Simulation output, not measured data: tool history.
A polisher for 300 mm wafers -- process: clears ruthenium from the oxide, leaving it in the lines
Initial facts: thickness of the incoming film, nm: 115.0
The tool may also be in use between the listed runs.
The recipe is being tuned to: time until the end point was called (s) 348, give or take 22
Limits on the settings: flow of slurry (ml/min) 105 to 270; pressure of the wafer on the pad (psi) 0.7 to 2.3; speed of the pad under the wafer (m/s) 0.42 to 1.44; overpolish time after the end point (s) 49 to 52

run  hour  flow of slurry (ml/min)  pressure of the wafer on the pad (psi)  speed of the pad under the wafer (m/s)  overpolish time after the end point (s)  time until the end point was called (s)
  1     0                      175                                     1.5                                    0.92                                       49                                   141.56
  2   4.5                      175                                     1.5                                    0.92                                       49                                   145.75
  3   6.9                      140                                     1.5                                    0.92                                       49                                   146.99
  4  15.6                      140                                     1.5                                    1.02                                       49                                    128.9
  5  20.6                      105                                     1.5                                    1.02                                       49                                   139.44
  6  26.5                      105                                     1.4                                    0.96                                       49                                   164.84
  7    28                      105                                     1.3                                    0.94                                       49                                    179.4
  8  32.9                      105                                     1.2                                    0.92                                       49                                   194.62
  9  38.4                      105                                     1.1                                    0.88                                       49                                   218.22
 10  43.6                      105                                       1                                    0.86                                       49                                   251.41
 11  48.3                      105                                       1                                    0.84                                       49                                   253.38
 12  52.5                      105                                       1                                    0.82                                       49                                   266.02

5 candidate next runs follow, results not yet known. Just one meets every target within its allowed miss. Identify it.
  A  56.7                      115                                     1.1                                    0.86                                       50                                        ?
  B  56.7                      130                                     0.8                                     0.6                                       50                                        ?
  C  56.7                      120                                     0.7                                    0.82                                       52                                        ?
  D  56.7                      105                                       1                                     0.7                                       52                                        ?
  E  56.7                      135                                     1.3                                    0.52                                       49                                        ?

move  time until the end point was called (s)
   A                                   214.14
   B                                    395.3
   C                                   340.35
   D                                    292.7
   E                                   281.49
A: lands further from the targets than the last run did
B: moves the result that the last run missed by most past its target, out the other side
C: every result lands within tolerance
D: gains on the last run, yet a result remains outside its allowed miss
E: gains on the last run, yet a result remains outside its allowed miss
C meets every target.
